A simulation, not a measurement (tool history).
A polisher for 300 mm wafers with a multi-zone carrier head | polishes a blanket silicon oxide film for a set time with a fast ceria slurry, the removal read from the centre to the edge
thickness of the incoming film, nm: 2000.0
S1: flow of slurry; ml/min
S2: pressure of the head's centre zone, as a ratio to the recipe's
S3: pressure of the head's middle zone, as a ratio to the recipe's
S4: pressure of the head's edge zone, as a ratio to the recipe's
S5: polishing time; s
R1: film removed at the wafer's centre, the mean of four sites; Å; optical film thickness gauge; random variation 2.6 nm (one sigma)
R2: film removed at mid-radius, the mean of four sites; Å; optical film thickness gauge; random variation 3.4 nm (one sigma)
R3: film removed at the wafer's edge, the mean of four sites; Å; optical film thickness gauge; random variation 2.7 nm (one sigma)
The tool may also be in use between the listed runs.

Run 1, hour 0: S1 280 ml/min, S2 1, S3 1, S4 1, S5 46 s. Result: R1 3561.1 Å, R2 3602 Å, R3 3782.5 Å.
Run 2, hour 7.7: S1 280 ml/min, S2 0.99, S3 1.01, S4 0.97, S5 40 s. Result: R1 3025.4 Å, R2 3199.5 Å, R3 3227.5 Å.
Run 3, hour 10.3: S1 280 ml/min, S2 0.99, S3 1.01, S4 1.05, S5 40 s. Result: R1 3056 Å, R2 3152.7 Å, R3 3355.8 Å.
Run 4, hour 13.5: S1 280 ml/min, S2 1.06, S3 1.01, S4 1.05, S5 40 s. Result: R1 3187.4 Å, R2 3176.7 Å, R3 3311.5 Å.
Run 5, hour 14.4: S1 280 ml/min, S2 1.06, S3 1.01, S4 1.13, S5 40 s. Result: R1 3199.6 Å, R2 3180.6 Å, R3 3512.2 Å.
Run 6, hour 15.7: S1 280 ml/min, S2 1.04, S3 1.02, S4 1.08, S5 35 s. Result: R1 2845.3 Å, R2 2758.9 Å, R3 3000.9 Å.
Run 7, hour 21: S1 275 ml/min, S2 1, S3 1.05, S4 1.04, S5 32 s. Result: R1 2538.4 Å, R2 2603.8 Å, R3 2674.9 Å.
At hour 26.2: slurry nozzle cleaned.
Run 8, hour 26.2: S1 270 ml/min, S2 0.98, S3 1.06, S4 1.02, S5 31 s. Result: R1 2523.5 Å, R2 2775.1 Å, R3 2704.6 Å.
Run 9, hour 29.7: S1 270 ml/min, S2 0.97, S3 1.05, S4 1, S5 29 s. Result: R1 2315 Å, R2 2522.4 Å, R3 2469.6 Å.
Run 10, hour 35.6: S1 270 ml/min, S2 0.96, S3 1.04, S4 0.98, S5 28 s. Result: R1 2262.6 Å, R2 2426.1 Å, R3 2339.3 Å.
Run 11, hour 41.7: S1 270 ml/min, S2 0.95, S3 1.03, S4 0.97, S5 28 s. Result: R1 2243.2 Å, R2 2330.2 Å, R3 2341.9 Å.

The next listed run, before its measurement:
Run 12, hour 46.2: S1 270 ml/min, S2 0.95, S3 1.03, S4 0.97, S5 28 s. Result: R1 ?, R2 ?, R3 ?.

R1: 2221.4 Å
R2: 2393.5 Å
R3: 2411 Å
